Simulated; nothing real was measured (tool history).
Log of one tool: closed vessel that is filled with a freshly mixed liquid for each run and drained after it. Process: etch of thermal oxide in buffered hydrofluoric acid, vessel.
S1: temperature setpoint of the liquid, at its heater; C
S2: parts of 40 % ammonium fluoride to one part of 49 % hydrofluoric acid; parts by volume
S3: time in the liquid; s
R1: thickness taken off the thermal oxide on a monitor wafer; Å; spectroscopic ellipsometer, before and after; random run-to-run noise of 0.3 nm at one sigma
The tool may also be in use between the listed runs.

run	hour	S1	S2	S3	R1
1	0	24	19	105	698.02
2	2.4	26	19	105	774.37
3	4.2	29.5	19	105	928.73
4	10	26.5	19.5	105	775.75
5	13	26.5	22	105	723.19
6	21.8	26.5	26	105	632.82

Run 7 comes next. What will it give?
7	28.8	25	26	105	?

R1: 593.29 Å
